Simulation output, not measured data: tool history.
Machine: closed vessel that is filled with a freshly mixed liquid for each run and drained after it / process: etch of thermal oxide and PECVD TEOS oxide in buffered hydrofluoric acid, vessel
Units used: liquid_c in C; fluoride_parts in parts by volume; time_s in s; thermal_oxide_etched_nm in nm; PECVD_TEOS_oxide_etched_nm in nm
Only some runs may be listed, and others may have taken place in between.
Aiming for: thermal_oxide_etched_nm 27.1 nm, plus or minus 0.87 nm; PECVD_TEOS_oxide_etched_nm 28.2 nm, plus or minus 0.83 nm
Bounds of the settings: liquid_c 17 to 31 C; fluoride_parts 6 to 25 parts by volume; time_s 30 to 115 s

{"run": 1, "hour": 0.0, "liquid_c": 23, "fluoride_parts": 15.5, "time_s": 60, "thermal_oxide_etched_nm": 41.715, "PECVD_TEOS_oxide_etched_nm": 43.223}
{"run": 2, "hour": 4.3, "liquid_c": 22, "fluoride_parts": 16, "time_s": 60, "thermal_oxide_etched_nm": 38.621, "PECVD_TEOS_oxide_etched_nm": 39.52}
{"run": 3, "hour": 8.5, "liquid_c": 22, "fluoride_parts": 12.5, "time_s": 60, "thermal_oxide_etched_nm": 47.515, "PECVD_TEOS_oxide_etched_nm": 50.242}
{"run": 4, "hour": 11.2, "liquid_c": 22, "fluoride_parts": 9, "time_s": 60, "thermal_oxide_etched_nm": 65.085, "PECVD_TEOS_oxide_etched_nm": 66.991}
{"run": 5, "hour": 19.5, "liquid_c": 19.5, "fluoride_parts": 9, "time_s": 60, "thermal_oxide_etched_nm": 56.214, "PECVD_TEOS_oxide_etched_nm": 57.532}
{"run": 6, "hour": 24.8, "liquid_c": 19.5, "fluoride_parts": 9, "time_s": 45, "thermal_oxide_etched_nm": 42.243, "PECVD_TEOS_oxide_etched_nm": 43.885}
{"run": 7, "hour": 32.0, "liquid_c": 19.5, "fluoride_parts": 9, "time_s": 45, "thermal_oxide_etched_nm": 42.993, "PECVD_TEOS_oxide_etched_nm": 43.994}
{"run": 8, "hour": 35.4, "liquid_c": 19, "fluoride_parts": 10, "time_s": 45, "thermal_oxide_etched_nm": 37.65, "PECVD_TEOS_oxide_etched_nm": 39.921}
{"run": 9, "hour": 44.0, "liquid_c": 18.5, "fluoride_parts": 10.5, "time_s": 45, "thermal_oxide_etched_nm": 35.677, "PECVD_TEOS_oxide_etched_nm": 37.137}
{"run": 10, "hour": 45.9, "liquid_c": 18, "fluoride_parts": 11, "time_s": 45, "thermal_oxide_etched_nm": 33.498, "PECVD_TEOS_oxide_etched_nm": 34.027}
{"run": 11, "hour": 49.8, "liquid_c": 18, "fluoride_parts": 11.5, "time_s": 45, "thermal_oxide_etched_nm": 31.413, "PECVD_TEOS_oxide_etched_nm": 32.661}
{"run": 12, "hour": 54.8, "liquid_c": 17.5, "fluoride_parts": 12, "time_s": 45, "thermal_oxide_etched_nm": 29.506, "PECVD_TEOS_oxide_etched_nm": 30.753}
{"run": 13, "hour": 55.8, "liquid_c": 17.5, "fluoride_parts": 12, "time_s": 45, "thermal_oxide_etched_nm": 29.6, "PECVD_TEOS_oxide_etched_nm": 30.436}
{"run": 14, "hour": 62.2, "liquid_c": 17.5, "fluoride_parts": 12, "time_s": 45, "thermal_oxide_etched_nm": 29.587, "PECVD_TEOS_oxide_etched_nm": 30.715}

4 candidate next runs follow, results not yet known. Just one meets every target within its allowed miss. Identify it.
{"run": "A", "hour": 68.6, "liquid_c": 17, "fluoride_parts": 17, "time_s": 60, "thermal_oxide_etched_nm": "?", "PECVD_TEOS_oxide_etched_nm": "?"}
{"run": "B", "hour": 68.6, "liquid_c": 17, "fluoride_parts": 12, "time_s": 40, "thermal_oxide_etched_nm": "?", "PECVD_TEOS_oxide_etched_nm": "?"}
{"run": "C", "hour": 68.6, "liquid_c": 18, "fluoride_parts": 15, "time_s": 60, "thermal_oxide_etched_nm": "?", "PECVD_TEOS_oxide_etched_nm": "?"}
{"run": "D", "hour": 68.6, "liquid_c": 18, "fluoride_parts": 13.5, "time_s": 50, "thermal_oxide_etched_nm": "?", "PECVD_TEOS_oxide_etched_nm": "?"}

move=A thermal_oxide_etched_nm=27.154 PECVD_TEOS_oxide_etched_nm=28.061
move=B thermal_oxide_etched_nm=25.496 PECVD_TEOS_oxide_etched_nm=26.347
move=C thermal_oxide_etched_nm=32.522 PECVD_TEOS_oxide_etched_nm=33.608
move=D thermal_oxide_etched_nm=30.059 PECVD_TEOS_oxide_etched_nm=31.062
A: all results in spec
B: the result that was furthest off in the last run now lies on the other side of its target
C: further off than the last run
D: further off than the last run
A meets every target.
